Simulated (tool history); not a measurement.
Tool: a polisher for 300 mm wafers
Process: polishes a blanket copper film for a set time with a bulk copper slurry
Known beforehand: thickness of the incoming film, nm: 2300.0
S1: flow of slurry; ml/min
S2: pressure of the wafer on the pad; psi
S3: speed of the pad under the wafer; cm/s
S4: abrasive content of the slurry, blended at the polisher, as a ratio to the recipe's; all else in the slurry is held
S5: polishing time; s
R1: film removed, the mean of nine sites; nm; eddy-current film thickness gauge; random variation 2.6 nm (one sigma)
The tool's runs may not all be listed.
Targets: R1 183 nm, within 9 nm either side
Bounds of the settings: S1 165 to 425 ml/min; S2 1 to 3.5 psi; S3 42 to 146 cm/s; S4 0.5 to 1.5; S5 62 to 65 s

run  hour   S1   S2  S3    S4  S5      R1
  1     0  275  2.2  94     1  62  473.79
  2   0.7  275  1.9  84     1  62   370.8
  3   8.1  275  1.9  84  1.15  62  382.09
  4  17.1  275  2.4  84  1.15  62  472.54
  5    19  275  2.4  84     1  62  463.77
  6    25  305  2.4  84     1  62  468.42
  7  26.1  305  2.1  76     1  62  375.68
  8  29.1  305  1.8  70     1  62  299.14
  9  35.4  305  1.6  68     1  62  263.92
 10  38.7  305  1.6  68     1  62  257.64
 11  41.7  305  1.5  68     1  62  240.08
 12  49.8  305  1.4  68     1  62  225.65
 13  57.1  305  1.3  68     1  62  213.01
 14  64.5  305  1.2  68     1  62  195.94

Next run, 4 choices. One meets every target within its allowed miss, the rest don't. Which?
  A  71.9  395  1.7  52  0.95  65   ?
  B  71.9  380    1  76  0.95  62   ?
  C  71.9  305  1.4  60   1.3  64   ?
  D  71.9  360    1  82     1  65   ?

move      R1
   A  224.52
   B  185.41
   C  220.84
   D  210.67
A: misses by more than the last run did
B: every result within its allowed miss
C: misses by more than the last run did
D: misses by more than the last run did
Move B is the one to make.

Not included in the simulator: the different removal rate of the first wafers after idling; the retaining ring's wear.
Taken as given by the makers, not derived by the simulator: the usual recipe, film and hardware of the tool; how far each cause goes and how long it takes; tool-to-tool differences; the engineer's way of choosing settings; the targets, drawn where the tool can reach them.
